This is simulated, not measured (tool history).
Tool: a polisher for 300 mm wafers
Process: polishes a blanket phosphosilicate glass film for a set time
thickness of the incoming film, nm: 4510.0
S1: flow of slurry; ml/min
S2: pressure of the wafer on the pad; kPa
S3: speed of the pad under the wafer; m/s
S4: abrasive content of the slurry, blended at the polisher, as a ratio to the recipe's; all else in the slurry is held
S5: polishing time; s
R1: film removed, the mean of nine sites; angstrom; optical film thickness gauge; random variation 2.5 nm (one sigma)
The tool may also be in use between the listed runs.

Run 1, hour 0: S1 195 ml/min, S2 25.5 kPa, S3 1.12 m/s, S4 1, S5 61 s. Result: R1 5442.8 angstrom.
Run 2, hour 4.9: S1 195 ml/min, S2 28.3 kPa, S3 1.12 m/s, S4 1, S5 61 s. Result: R1 6120 angstrom.
Run 3, hour 8.6: S1 225 ml/min, S2 28.3 kPa, S3 1.12 m/s, S4 1, S5 61 s. Result: R1 6083 angstrom.
Run 4, hour 14.3: S1 225 ml/min, S2 28.3 kPa, S3 1.12 m/s, S4 1, S5 64 s. Result: R1 6583.4 angstrom.
Run 5, hour 16.7: S1 225 ml/min, S2 24.8 kPa, S3 1.04 m/s, S4 1, S5 64 s. Result: R1 5505.1 angstrom.
Run 6, hour 22.3: S1 225 ml/min, S2 22.1 kPa, S3 0.96 m/s, S4 1, S5 64 s. Result: R1 4615.5 angstrom.
Run 7, hour 24.7: S1 210 ml/min, S2 15.2 kPa, S3 0.74 m/s, S4 1, S5 64 s. Result: R1 2763.5 angstrom.

Forecast run 8:
Run 8, hour 33.6: S1 205 ml/min, S2 15.2 kPa, S3 0.74 m/s, S4 1, S5 64 s. Result: R1 ?.

Run 8 gave R1 2789.3 angstrom.
